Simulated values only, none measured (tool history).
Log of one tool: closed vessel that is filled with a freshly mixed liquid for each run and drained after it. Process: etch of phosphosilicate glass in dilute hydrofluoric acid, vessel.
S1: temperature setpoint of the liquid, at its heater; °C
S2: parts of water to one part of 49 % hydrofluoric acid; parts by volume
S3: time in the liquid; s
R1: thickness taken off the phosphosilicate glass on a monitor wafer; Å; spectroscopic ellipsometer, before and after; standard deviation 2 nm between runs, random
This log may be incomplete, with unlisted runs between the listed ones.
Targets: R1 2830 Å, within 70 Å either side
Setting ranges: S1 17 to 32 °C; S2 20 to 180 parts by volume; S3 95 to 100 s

run	hour	S1	S2	S3	R1
1	0	24	100	95	1636.9
2	4	24	100	100	1720.6
3	6.1	25.5	100	100	1844.2
4	13.1	25.5	100	100	1845.7
5	20.9	27.5	95	100	2093.9
6	22.3	29	90	100	2341.8
7	25.9	30	90	100	2445.5
8	27.7	30	90	100	2463.7
9	36.9	30.5	90	100	2530.5
10	40.7	31	90	100	2577.6
11	47.7	31.5	90	100	2600.7

Next run, 5 choices. One meets every target within its allowed miss, the rest don't. Which?
A	54.7	28.5	80	100	?
B	54.7	27	65	95	?
C	54.7	31.5	90	95	?
D	54.7	30	80	95	?
E	54.7	32	85	100	?

move	R1
A	2650.3
B	2984.1
C	2472.1
D	2667.1
E	2828.4
A: moves toward the targets from the last run without getting all of them in spec
B: the result that was furthest off in the last run now lies on the other side of its target
C: further off than the last run
D: moves toward the targets from the last run without getting all of them in spec
E: all results in spec
Move E is the one to make.
